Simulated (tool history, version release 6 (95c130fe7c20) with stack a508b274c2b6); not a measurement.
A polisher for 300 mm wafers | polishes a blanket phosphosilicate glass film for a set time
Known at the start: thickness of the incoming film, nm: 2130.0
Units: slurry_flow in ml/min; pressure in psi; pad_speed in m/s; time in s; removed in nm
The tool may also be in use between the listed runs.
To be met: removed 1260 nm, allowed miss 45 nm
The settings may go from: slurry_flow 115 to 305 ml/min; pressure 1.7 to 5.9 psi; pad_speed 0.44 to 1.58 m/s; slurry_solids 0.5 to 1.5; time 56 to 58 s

run 1 hour=0 | slurry_flow=195 pressure=3.8 pad_speed=1 slurry_solids=1 time=56 | removed=581.44
run 2 hour=4.9 | slurry_flow=200 pressure=4.5 pad_speed=1.08 slurry_solids=1 time=56 | removed=735.71
run 3 hour=8 | slurry_flow=200 pressure=4.5 pad_speed=1.18 slurry_solids=1 time=56 | removed=780.68
run 4 hour=11.3 | slurry_flow=200 pressure=4.5 pad_speed=1.18 slurry_solids=1 time=58 | removed=822.62
run 5 hour=14.8 | slurry_flow=200 pressure=4.8 pad_speed=1.18 slurry_solids=1 time=58 | removed=864.56
run 6 hour=20.3 | slurry_flow=250 pressure=4.8 pad_speed=1.18 slurry_solids=1 time=58 | removed=886.79
run 7 hour=21 | slurry_flow=250 pressure=5.1 pad_speed=1.22 slurry_solids=1 time=58 | removed=979.52
run 8 hour=29.3 | slurry_flow=250 pressure=5.4 pad_speed=1.26 slurry_solids=1 time=58 | removed=1045.7
run 9 hour=37.3 | slurry_flow=250 pressure=5.6 pad_speed=1.3 slurry_solids=1 time=58 | removed=1118.6
run 10 hour=45.1 | slurry_flow=250 pressure=5.7 pad_speed=1.32 slurry_solids=1 time=58 | removed=1162.3
run 11 hour=51.2 | slurry_flow=250 pressure=5.8 pad_speed=1.34 slurry_solids=1 time=58 | removed=1193.6
run 12 hour=53.1 | slurry_flow=250 pressure=5.8 pad_speed=1.36 slurry_solids=1 time=58 | removed=1201

Which of these 5 next moves meets every target?
run A hour=55 | slurry_flow=250 pressure=5.7 pad_speed=1.38 slurry_solids=1.15 time=57 | removed=?
run B hour=55 | slurry_flow=275 pressure=5.8 pad_speed=1.16 slurry_solids=1.2 time=56 | removed=?
run C hour=55 | slurry_flow=205 pressure=5.4 pad_speed=1.3 slurry_solids=1.2 time=58 | removed=?
run D hour=55 | slurry_flow=260 pressure=5.9 pad_speed=1.48 slurry_solids=0.85 time=56 | removed=?
run E hour=55 | slurry_flow=245 pressure=5.4 pad_speed=1.36 slurry_solids=0.95 time=58 | removed=?

move=A removed=1252.4
move=B removed=1123.6
move=C removed=1145.3
move=D removed=1172.3
move=E removed=1093.3
A: meets every target
B: further off than the last run
C: further off than the last run
D: further off than the last run
E: further off than the last run
Answer: A
